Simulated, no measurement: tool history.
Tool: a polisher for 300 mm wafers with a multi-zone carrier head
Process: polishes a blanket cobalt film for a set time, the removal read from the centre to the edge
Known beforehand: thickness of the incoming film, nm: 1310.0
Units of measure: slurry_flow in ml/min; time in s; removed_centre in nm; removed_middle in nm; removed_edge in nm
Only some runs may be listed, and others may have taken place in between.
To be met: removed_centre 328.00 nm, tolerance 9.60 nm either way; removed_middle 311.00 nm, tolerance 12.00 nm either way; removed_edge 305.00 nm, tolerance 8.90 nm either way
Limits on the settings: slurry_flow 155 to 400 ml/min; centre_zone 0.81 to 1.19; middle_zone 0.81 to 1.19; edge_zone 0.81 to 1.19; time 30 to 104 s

run	day	slurry_flow	centre_zone	middle_zone	edge_zone	time	removed_centre	removed_middle	removed_edge
1	0.000	255	1.00	1.00	1.00	67	266.10	268.45	256.35
2	0.279	255	1.00	1.00	1.00	55	214.72	222.10	214.97
3	0.346	255	0.94	1.00	1.00	55	200.70	220.40	216.16
4	0.700	255	0.94	1.00	1.00	64	237.85	253.37	252.09
5	1.021	270	0.98	1.01	1.04	67	263.59	271.27	267.75
6	1.171	320	0.98	1.01	1.04	67	266.95	275.53	267.74
7	1.342	320	1.01	1.02	1.07	69	287.19	285.81	283.31
8	1.375	355	1.10	1.09	1.13	70	317.47	309.53	293.75
9	1.421	360	1.10	1.09	1.14	70	314.86	301.62	301.11

Below are 4 possible settings for the next run. Only one of them brings all results inside the allowed miss of their targets. Which is it?
A	1.467	355	1.12	1.01	1.19	76	?	?	?
B	1.467	390	1.07	1.07	0.98	70	?	?	?
C	1.467	370	1.13	1.10	1.18	70	?	?	?
D	1.467	385	1.09	1.11	1.04	68	?	?	?

move	removed_centre	removed_middle	removed_edge
A	352.51	306.66	327.93
B	312.84	299.09	278.34
C	329.06	304.78	301.29
D	309.37	299.45	277.04
A: carries the result that was furthest off beyond its target, to the other side
B: moves away from the targets compared with the last run
C: each result inside its tolerance
D: moves away from the targets compared with the last run
Correct choice: C, which meets every target
